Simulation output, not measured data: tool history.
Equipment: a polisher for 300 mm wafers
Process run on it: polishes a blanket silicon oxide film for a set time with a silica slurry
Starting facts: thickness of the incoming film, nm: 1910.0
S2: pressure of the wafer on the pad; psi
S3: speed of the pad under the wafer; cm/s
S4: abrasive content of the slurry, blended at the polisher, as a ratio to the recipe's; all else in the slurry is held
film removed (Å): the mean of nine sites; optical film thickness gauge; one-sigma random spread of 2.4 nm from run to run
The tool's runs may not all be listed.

Run 1, hour 0.0: flow of slurry (ml/min) 185, S2 3.1 psi, S3 108 cm/s, S4 1.0, polishing time (s) 48. Result: film removed (Å) 1263.3.
Run 2, hour 3.2: flow of slurry (ml/min) 185, S2 3.2 psi, S3 108 cm/s, S4 1.0, polishing time (s) 48. Result: film removed (Å) 1282.3.
Run 3, hour 11.9: flow of slurry (ml/min) 185, S2 3.3 psi, S3 108 cm/s, S4 1.0, polishing time (s) 48. Result: film removed (Å) 1350.3.
Run 4, hour 20.0: flow of slurry (ml/min) 160, S2 3.3 psi, S3 108 cm/s, S4 1.0, polishing time (s) 48. Result: film removed (Å) 1273.3.
Run 5, hour 24.4: flow of slurry (ml/min) 160, S2 3.3 psi, S3 108 cm/s, S4 0.8, polishing time (s) 48. Result: film removed (Å) 1219.0.
Run 6, hour 33.4: flow of slurry (ml/min) 165, S2 3.4 psi, S3 108 cm/s, S4 0.8, polishing time (s) 48. Result: film removed (Å) 1240.7.
Run 7, hour 39.3: flow of slurry (ml/min) 170, S2 3.5 psi, S3 108 cm/s, S4 0.8, polishing time (s) 48. Result: film removed (Å) 1338.2.

Run 8, settings as shown, results not yet in. Your forecast:
Run 8, hour 45.3: flow of slurry (ml/min) 180, S2 3.6 psi, S3 108 cm/s, S4 0.8, polishing time (s) 48. Result: film removed (Å) ?.

{"run 8": {"film removed (Å)": 1383.5}}

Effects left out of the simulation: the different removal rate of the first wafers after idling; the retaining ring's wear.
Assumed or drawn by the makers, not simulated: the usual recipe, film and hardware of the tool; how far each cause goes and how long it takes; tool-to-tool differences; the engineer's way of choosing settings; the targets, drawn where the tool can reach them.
